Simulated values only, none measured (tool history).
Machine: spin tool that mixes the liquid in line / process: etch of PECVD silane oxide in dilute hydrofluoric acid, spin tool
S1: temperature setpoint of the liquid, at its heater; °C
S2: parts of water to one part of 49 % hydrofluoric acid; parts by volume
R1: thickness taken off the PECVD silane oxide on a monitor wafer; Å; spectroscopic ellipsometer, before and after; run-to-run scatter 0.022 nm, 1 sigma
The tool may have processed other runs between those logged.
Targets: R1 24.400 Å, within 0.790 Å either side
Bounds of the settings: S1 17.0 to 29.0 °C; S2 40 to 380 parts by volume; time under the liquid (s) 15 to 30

{"run": 1, "hour": 0.0, "S1": 21.0, "S2": 210, "time under the liquid (s)": 30, "R1": 35.45}
{"run": 2, "hour": 6.0, "S1": 20.0, "S2": 220, "time under the liquid (s)": 30, "R1": 33.189}
{"run": 3, "hour": 7.5, "S1": 19.5, "S2": 235, "time under the liquid (s)": 30, "R1": 30.181}
{"run": 4, "hour": 11.9, "S1": 22.0, "S2": 235, "time under the liquid (s)": 30, "R1": 32.595}
{"run": 5, "hour": 15.0, "S1": 21.0, "S2": 245, "time under the liquid (s)": 30, "R1": 29.749}
{"run": 6, "hour": 15.5, "S1": 20.0, "S2": 250, "time under the liquid (s)": 30, "R1": 27.876}
{"run": 7, "hour": 22.7, "S1": 19.5, "S2": 255, "time under the liquid (s)": 30, "R1": 26.47}
{"run": 8, "hour": 27.5, "S1": 19.0, "S2": 255, "time under the liquid (s)": 30, "R1": 26.284}

Exercise: of the 4 proposed moves below, exactly one satisfies all targets within the stated allowed misses. Which move is it?
{"run": "A", "hour": 32.3, "S1": 20.5, "S2": 250, "time under the liquid (s)": 30, "R1": "?"}
{"run": "B", "hour": 32.3, "S1": 20.0, "S2": 250, "time under the liquid (s)": 30, "R1": "?"}
{"run": "C", "hour": 32.3, "S1": 20.0, "S2": 280, "time under the liquid (s)": 30, "R1": "?"}
{"run": "D", "hour": 32.3, "S1": 18.0, "S2": 240, "time under the liquid (s)": 30, "R1": "?"}

move=A R1=28.288
move=B R1=27.764
move=C R1=24.114
move=D R1=27.048
A: the biggest miss grows against the last run
B: the biggest miss grows against the last run
C: every result lands within tolerance
D: the biggest miss grows against the last run
The right move is C.
